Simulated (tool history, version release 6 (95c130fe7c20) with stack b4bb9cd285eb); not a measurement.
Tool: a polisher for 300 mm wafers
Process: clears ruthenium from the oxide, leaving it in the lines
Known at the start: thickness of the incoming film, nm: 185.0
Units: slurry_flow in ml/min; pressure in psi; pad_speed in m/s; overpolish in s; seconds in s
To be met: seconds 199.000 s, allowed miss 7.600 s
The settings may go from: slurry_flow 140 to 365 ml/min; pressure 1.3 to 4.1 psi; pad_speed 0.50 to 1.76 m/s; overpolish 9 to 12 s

run	hour	slurry_flow	pressure	pad_speed	overpolish	seconds
1	0.0	235	2.7	1.12	12	92.013
2	9.0	235	3.2	1.12	12	80.786
3	11.9	235	3.2	0.84	12	106.490
4	15.4	235	3.2	1.12	12	82.017
5	18.8	230	2.7	0.98	12	106.550
6	20.4	230	2.7	0.98	12	105.740
7	22.8	230	2.7	0.98	12	104.390
8	26.1	230	2.3	0.88	12	131.340
9	33.4	230	2.0	0.84	12	151.900
10	36.6	230	1.8	0.82	12	163.230
11	42.4	230	1.7	0.80	12	175.880
12	48.6	230	1.7	0.80	12	176.080
13	54.2	230	1.3	0.80	12	207.480

5 next moves are on the table. One of them brings every result within its allowed miss. Which?
A	59.8	220	1.5	0.70	12	?
B	59.8	200	1.3	0.80	9	?
C	59.8	215	1.5	0.72	12	?
D	59.8	260	1.6	0.68	9	?
E	59.8	180	1.3	0.88	9	?

move	seconds
A	223.090
B	216.250
C	217.700
D	216.650
E	199.730
A: further off than the last run
B: further off than the last run
C: further off than the last run
D: further off than the last run
E: meets every target
Answer: E

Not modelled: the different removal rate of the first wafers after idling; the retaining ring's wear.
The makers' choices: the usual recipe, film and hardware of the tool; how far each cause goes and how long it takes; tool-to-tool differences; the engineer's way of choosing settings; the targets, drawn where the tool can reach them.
